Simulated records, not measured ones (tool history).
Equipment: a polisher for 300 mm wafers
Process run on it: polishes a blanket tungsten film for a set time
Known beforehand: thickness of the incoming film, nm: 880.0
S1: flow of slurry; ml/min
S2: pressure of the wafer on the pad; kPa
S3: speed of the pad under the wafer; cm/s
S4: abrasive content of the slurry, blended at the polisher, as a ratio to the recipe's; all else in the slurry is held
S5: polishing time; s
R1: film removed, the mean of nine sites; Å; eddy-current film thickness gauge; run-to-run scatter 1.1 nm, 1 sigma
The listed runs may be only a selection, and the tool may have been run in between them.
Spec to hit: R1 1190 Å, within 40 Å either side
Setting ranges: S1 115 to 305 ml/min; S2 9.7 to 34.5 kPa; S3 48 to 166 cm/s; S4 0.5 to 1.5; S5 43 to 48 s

| run | hour | S1 | S2 | S3 | S4 | S5 | R1 |
|---|---|---|---|---|---|---|---|
| 1 | 0 | 195 | 22.1 | 106 | 1 | 48 | 1751.6 |
| 2 | 5 | 195 | 22.1 | 120 | 1 | 48 | 1958 |
| 3 | 7.6 | 150 | 22.1 | 120 | 1 | 48 | 1955.2 |
| 4 | 9.6 | 150 | 18.6 | 120 | 1 | 48 | 1674.1 |
| 5 | 17.3 | 135 | 18.6 | 120 | 1 | 48 | 1655.2 |
| 6 | 21.7 | 135 | 18.6 | 120 | 1 | 48 | 1615.4 |
| 7 | 28.4 | 135 | 16.5 | 120 | 1 | 48 | 1476.4 |
| 8 | 32.8 | 135 | 15.2 | 120 | 1 | 48 | 1385.7 |
| 9 | 35.2 | 135 | 14.5 | 120 | 1 | 48 | 1304.2 |
| 10 | 42.9 | 135 | 13.8 | 120 | 1 | 48 | 1251.4 |

Which one of the following 4 next-run settings gets every result inside its allowed miss? There is exactly one.
| A | 50.6 | 140 | 16.5 | 106 | 0.9 | 48 | ? |
| B | 50.6 | 160 | 14.5 | 118 | 0.95 | 48 | ? |
| C | 50.6 | 120 | 11.7 | 130 | 1.15 | 48 | ? |
| D | 50.6 | 115 | 15.9 | 112 | 1 | 48 | ? |

| move | R1 |
|---|---|
| A | 1290 |
| B | 1297.5 |
| C | 1198.4 |
| D | 1312.4 |
A: misses by more than the last run did
B: misses by more than the last run did
C: each result inside its tolerance
D: misses by more than the last run did
The right move is C.

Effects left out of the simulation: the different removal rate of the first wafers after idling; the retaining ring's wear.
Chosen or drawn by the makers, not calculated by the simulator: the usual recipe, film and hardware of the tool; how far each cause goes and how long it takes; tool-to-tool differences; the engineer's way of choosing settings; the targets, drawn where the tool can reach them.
